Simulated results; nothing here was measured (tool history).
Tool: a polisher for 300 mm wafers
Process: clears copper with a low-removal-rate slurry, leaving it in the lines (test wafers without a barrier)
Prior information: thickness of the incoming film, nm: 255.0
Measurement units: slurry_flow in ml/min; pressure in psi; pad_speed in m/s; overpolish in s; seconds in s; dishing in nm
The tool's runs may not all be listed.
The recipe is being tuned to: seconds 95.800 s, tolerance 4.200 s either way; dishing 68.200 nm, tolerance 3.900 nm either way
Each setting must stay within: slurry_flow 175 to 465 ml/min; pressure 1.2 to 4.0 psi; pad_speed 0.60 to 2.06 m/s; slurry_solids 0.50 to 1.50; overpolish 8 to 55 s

run  hour  slurry_flow  pressure  pad_speed  slurry_solids  overpolish  seconds  dishing
  1   0.0          295       2.6       1.32           1.00          28   76.717   53.089
  2   7.9          295       2.5       1.32           1.00          32   81.775   58.251
  3  16.8          295       2.4       1.32           1.00          34   85.679   59.253
  4  18.6          295       2.4       1.32           1.20          34   80.087   60.306
  5  19.7          295       2.1       1.32           1.20          34   92.276   53.583
  6  20.4          360       2.1       1.32           1.20          34   90.496   54.480
  7  28.8          360       2.1       1.32           1.20          36   90.402   57.162
  8  34.7          360       2.1       1.32           1.20          38   89.973   58.297
  9  37.3          355       2.1       1.32           1.20          40   90.809   61.813
 10  45.2          355       2.1       1.32           1.20          41   91.103   62.457
 11  53.1          355       2.1       1.32           1.20          42   90.519   63.942
 12  55.5          355       2.1       1.32           1.20          43   89.970   64.978
 13  57.4          355       2.1       1.32           1.20          44   91.420   66.593
 14  63.8          355       2.1       1.32           1.20          45   91.843   67.826

Which one of the following 5 next-run settings gets every result inside its allowed miss? There is exactly one.
  A  70.2          380       2.3       1.06           0.95          52        ?        ?
  B  70.2          445       2.0       1.46           1.25          47        ?        ?
  C  70.2          310       2.2       1.24           1.05          50        ?        ?
  D  70.2          375       1.9       1.70           1.15          36        ?        ?
  E  70.2          345       2.2       1.28           1.35          39        ?        ?

move  seconds  dishing
   A  103.880   69.006
   B   86.527   70.948
   C   95.199   70.669
   D   82.280   61.183
   E   87.592   63.338
A: moves the result that the last run missed by most past its target, out the other side
B: its largest miss is bigger than the last run's
C: in spec on every target
D: its largest miss is bigger than the last run's
E: its largest miss is bigger than the last run's
C meets every target.
